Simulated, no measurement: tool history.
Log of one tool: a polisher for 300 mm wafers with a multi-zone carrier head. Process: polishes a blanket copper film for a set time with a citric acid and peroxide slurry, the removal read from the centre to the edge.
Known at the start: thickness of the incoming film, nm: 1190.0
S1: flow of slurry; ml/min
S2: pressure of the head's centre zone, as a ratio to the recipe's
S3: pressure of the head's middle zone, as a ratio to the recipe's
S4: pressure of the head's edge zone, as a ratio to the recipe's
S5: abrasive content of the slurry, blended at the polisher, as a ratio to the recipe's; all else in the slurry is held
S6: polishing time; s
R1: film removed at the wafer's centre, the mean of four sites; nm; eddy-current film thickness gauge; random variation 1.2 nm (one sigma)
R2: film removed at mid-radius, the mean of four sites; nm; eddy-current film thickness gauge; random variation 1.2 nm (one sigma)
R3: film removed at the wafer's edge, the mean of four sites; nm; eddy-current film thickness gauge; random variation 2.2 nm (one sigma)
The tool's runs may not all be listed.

| run | hour | S1 | S2 | S3 | S4 | S5 | S6 | R1 | R2 | R3 |
|---|---|---|---|---|---|---|---|---|---|---|
| 1 | 0.0 | 210 | 1.00 | 1.00 | 1.00 | 1.00 | 60 | 205.66 | 208.73 | 204.35 |
| 2 | 5.9 | 205 | 0.98 | 0.97 | 0.97 | 0.90 | 58 | 190.36 | 189.34 | 192.11 |
| 3 | 9.8 | 205 | 0.96 | 0.96 | 0.95 | 0.80 | 56 | 175.53 | 180.27 | 178.93 |
| 4 | 16.7 | 250 | 0.96 | 0.96 | 0.95 | 0.80 | 56 | 179.03 | 181.17 | 180.29 |
| 5 | 24.2 | 250 | 0.96 | 0.96 | 0.95 | 0.70 | 56 | 175.46 | 176.70 | 176.54 |
| 6 | 28.9 | 250 | 0.96 | 0.96 | 0.95 | 0.70 | 64 | 203.67 | 202.66 | 196.76 |
| 7 | 36.5 | 250 | 0.94 | 0.93 | 0.93 | 0.65 | 61 | 185.92 | 188.95 | 186.38 |

Forecast run 8:
| 8 | 42.3 | 250 | 0.94 | 0.91 | 0.93 | 0.60 | 58 | ? | ? | ? |

{"run 8": {"R1": 174.87, "R2": 170.62, "R3": 176.2}}
